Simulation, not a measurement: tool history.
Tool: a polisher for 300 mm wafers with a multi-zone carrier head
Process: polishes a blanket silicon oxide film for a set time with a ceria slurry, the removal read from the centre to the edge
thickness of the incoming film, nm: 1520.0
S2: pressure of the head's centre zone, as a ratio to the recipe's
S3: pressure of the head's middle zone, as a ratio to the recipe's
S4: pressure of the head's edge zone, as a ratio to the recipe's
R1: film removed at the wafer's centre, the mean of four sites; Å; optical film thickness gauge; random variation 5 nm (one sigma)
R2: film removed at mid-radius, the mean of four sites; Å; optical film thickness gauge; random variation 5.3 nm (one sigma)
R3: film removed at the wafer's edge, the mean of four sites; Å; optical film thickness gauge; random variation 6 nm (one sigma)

{"run": 1, "hour": 0.0, "flow of slurry (ml/min)": 165, "S2": 1, "S3": 1, "S4": 1, "polishing time (s)": 64, "R1": 3519.5, "R2": 3470.3, "R3": 3461.1}
{"run": 2, "hour": 7.1, "flow of slurry (ml/min)": 165, "S2": 0.93, "S3": 1, "S4": 1, "polishing time (s)": 64, "R1": 3223.4, "R2": 3449.8, "R3": 3467.7}
{"run": 3, "hour": 10.5, "flow of slurry (ml/min)": 165, "S2": 0.93, "S3": 1, "S4": 1.03, "polishing time (s)": 64, "R1": 3284.6, "R2": 3498.3, "R3": 3428.8}
{"run": 4, "hour": 12.3, "flow of slurry (ml/min)": 165, "S2": 0.99, "S3": 1, "S4": 1.03, "polishing time (s)": 64, "R1": 3415.5, "R2": 3588.5, "R3": 3544.7}
{"run": 5, "hour": 18.9, "flow of slurry (ml/min)": 165, "S2": 0.99, "S3": 1, "S4": 1.03, "polishing time (s)": 78, "R1": 4187.8, "R2": 4300.2, "R3": 4305.4}
{"run": 6, "hour": 27.1, "flow of slurry (ml/min)": 165, "S2": 0.93, "S3": 1, "S4": 1.03, "polishing time (s)": 78, "R1": 3986, "R2": 4253.4, "R3": 4239.7}

The next listed run, before its measurement:
{"run": 7, "hour": 31.1, "flow of slurry (ml/min)": 185, "S2": 0.96, "S3": 1.03, "S4": 1.01, "polishing time (s)": 77, "R1": "?", "R2": "?", "R3": "?"}

R1: 4103.6 Å
R2: 4343.6 Å
R3: 4238.1 Å
